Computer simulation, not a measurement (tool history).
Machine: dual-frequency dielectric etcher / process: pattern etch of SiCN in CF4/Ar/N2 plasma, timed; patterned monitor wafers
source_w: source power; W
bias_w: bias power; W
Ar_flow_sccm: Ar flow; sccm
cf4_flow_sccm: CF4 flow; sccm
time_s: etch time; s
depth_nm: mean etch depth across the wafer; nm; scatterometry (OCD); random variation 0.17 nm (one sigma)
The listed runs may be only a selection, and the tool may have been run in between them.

{"run": 1, "hour": 0.0, "source_w": 350, "bias_w": 64, "Ar_flow_sccm": 93, "cf4_flow_sccm": 49, "time_s": 135, "depth_nm": 83.91}
{"run": 2, "hour": 5.4, "source_w": 320, "bias_w": 64, "Ar_flow_sccm": 93, "cf4_flow_sccm": 49, "time_s": 135, "depth_nm": 79.689}
{"run": 3, "hour": 10.6, "source_w": 290, "bias_w": 64, "Ar_flow_sccm": 93, "cf4_flow_sccm": 49, "time_s": 135, "depth_nm": 74.726}
{"run": 4, "hour": 12.3, "source_w": 270, "bias_w": 61, "Ar_flow_sccm": 94, "cf4_flow_sccm": 49, "time_s": 135, "depth_nm": 70.104}
{"run": 5, "hour": 15.8, "source_w": 270, "bias_w": 61, "Ar_flow_sccm": 94, "cf4_flow_sccm": 54, "time_s": 135, "depth_nm": 71.662}
{"run": 6, "hour": 17.7, "source_w": 260, "bias_w": 58, "Ar_flow_sccm": 95, "cf4_flow_sccm": 54, "time_s": 135, "depth_nm": 68.148}
{"run": 7, "hour": 19.6, "source_w": 250, "bias_w": 57, "Ar_flow_sccm": 95, "cf4_flow_sccm": 54, "time_s": 135, "depth_nm": 66.342}

The next listed run, before its measurement:
{"run": 8, "hour": 25.6, "source_w": 250, "bias_w": 57, "Ar_flow_sccm": 95, "cf4_flow_sccm": 54, "time_s": 135, "depth_nm": "?"}

{"run 8": {"depth_nm": 66.349}}
